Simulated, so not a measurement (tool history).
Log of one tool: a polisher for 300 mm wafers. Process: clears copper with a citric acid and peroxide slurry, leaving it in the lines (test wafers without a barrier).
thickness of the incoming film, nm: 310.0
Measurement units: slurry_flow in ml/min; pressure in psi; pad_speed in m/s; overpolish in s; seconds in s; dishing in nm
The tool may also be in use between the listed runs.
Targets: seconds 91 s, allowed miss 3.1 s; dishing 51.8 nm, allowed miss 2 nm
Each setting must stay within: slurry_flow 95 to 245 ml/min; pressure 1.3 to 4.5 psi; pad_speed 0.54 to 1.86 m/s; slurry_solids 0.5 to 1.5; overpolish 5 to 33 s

run,hour,slurry_flow,pressure,pad_speed,slurry_solids,overpolish,seconds,dishing
1,0,155,2.9,1.18,1,17,96.003,36.912
2,4.8,155,2.9,1.18,1,18,95.104,37.822
3,12.5,155,2.9,1.18,1,19,95.82,39.837
4,17,155,2.9,1,1,19,111.03,36.086
5,18.2,155,3,1,1,20,106.4,38.555
6,22.4,155,3,1,0.9,20,108.41,38.048
7,27.5,155,3.1,1,0.9,21,104.27,40.516
8,36,165,3.3,1,0.95,23,97.049,46.502
9,39.2,165,3.4,1,0.95,24,93.744,49.844

Which single option among these 5 for the next run brings every result within its allowed miss of target? Just one does.
A,42.4,180,3.4,1.08,0.7,22,?,?
B,42.4,155,3.2,1.2,0.8,21,?,?
C,42.4,205,3.2,0.98,0.95,26,?,?
D,42.4,170,3.3,0.96,0.9,25,?,?
E,42.4,155,3.5,1.04,0.85,24,?,?

move,seconds,dishing
A,92.052,47.299
B,89.603,46.349
C,97.314,51.603
D,99.839,49.067
E,91.033,51.365
A: misses by more than the last run did
B: misses by more than the last run did
C: corrects the largest miss of the last run, while another result sits out of spec
D: misses by more than the last run did
E: in spec on every target
Answer: E
